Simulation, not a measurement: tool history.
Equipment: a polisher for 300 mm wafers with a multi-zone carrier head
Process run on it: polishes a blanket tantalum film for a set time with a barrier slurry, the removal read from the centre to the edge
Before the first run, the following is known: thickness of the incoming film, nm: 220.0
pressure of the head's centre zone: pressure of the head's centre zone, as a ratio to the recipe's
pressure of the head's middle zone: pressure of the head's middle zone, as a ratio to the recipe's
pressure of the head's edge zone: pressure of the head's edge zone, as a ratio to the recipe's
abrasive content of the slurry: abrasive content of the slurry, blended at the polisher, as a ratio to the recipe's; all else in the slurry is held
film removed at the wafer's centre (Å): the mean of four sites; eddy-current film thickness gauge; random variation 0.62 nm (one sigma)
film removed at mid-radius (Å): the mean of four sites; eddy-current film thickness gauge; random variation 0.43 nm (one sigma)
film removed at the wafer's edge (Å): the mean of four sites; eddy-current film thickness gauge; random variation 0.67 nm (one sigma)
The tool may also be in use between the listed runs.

run  hour  flow of slurry (ml/min)  pressure of the head's centre zone  pressure of the head's middle zone  pressure of the head's edge zone  abrasive content of the slurry  polishing time (s)  film removed at the wafer's centre (Å)  film removed at mid-radius (Å)  film removed at the wafer's edge (Å)
  1     0                      240                                   1                                   1                                 1                               1                  45                                  744.52                           769.2                                769.76
  2   3.2                      235                                0.99                                0.98                              0.98                             0.9                  42                                     677                          689.62                                690.23
  3   5.1                      230                                0.97                                0.96                              0.97                             0.8                  39                                  596.47                          592.67                                616.76
  4   8.6                      230                                0.95                                0.96                              0.95                            0.75                  38                                  565.79                          577.41                                594.24
  5  17.4                      230                                0.95                                0.96                              0.89                            0.75                  38                                  546.55                          578.82                                 570.6
  6  21.9                      230                                0.95                                0.96                              0.89                            0.75                  49                                  713.63                          738.02                                740.98
  7  28.9                      225                                0.94                                0.95                              0.88                             0.7                  45                                  641.35                          650.02                                 667.5

Expected results for the next run?
  8  30.8                      220                                0.88                                0.95                              0.83                             0.5                  32                                       ?                               ?                                     ?

{"run 8": {"film removed at the wafer's centre (Å)": 363.76, "film removed at mid-radius (Å)": 408.18, "film removed at the wafer's edge (Å)": 413.61}}
